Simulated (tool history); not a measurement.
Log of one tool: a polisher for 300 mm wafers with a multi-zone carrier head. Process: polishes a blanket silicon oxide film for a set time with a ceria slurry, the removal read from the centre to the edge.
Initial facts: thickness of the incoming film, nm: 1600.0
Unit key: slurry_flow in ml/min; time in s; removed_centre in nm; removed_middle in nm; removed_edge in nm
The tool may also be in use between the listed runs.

run,hour,slurry_flow,centre_zone,middle_zone,edge_zone,time,removed_centre,removed_middle,removed_edge
1,0.0,150,1.00,1.00,1.00,34,96.684,96.486,96.086
2,1.9,175,1.00,1.00,1.00,34,97.840,98.178,99.411
3,10.8,175,1.00,1.00,0.93,34,97.052,100.200,95.778
4,14.2,185,0.99,1.03,0.97,37,106.630,112.110,107.310
5,23.1,185,0.99,1.03,1.03,37,107.750,113.900,112.050
6,30.7,185,0.99,1.03,1.03,32,92.652,96.106,96.141

For run 7, what comes out?
7,34.6,195,0.98,1.05,1.06,35,?,?,?

Run 7 yielded removed_centre 99.638 nm, removed_middle 107.790 nm, removed_edge 105.890 nm.
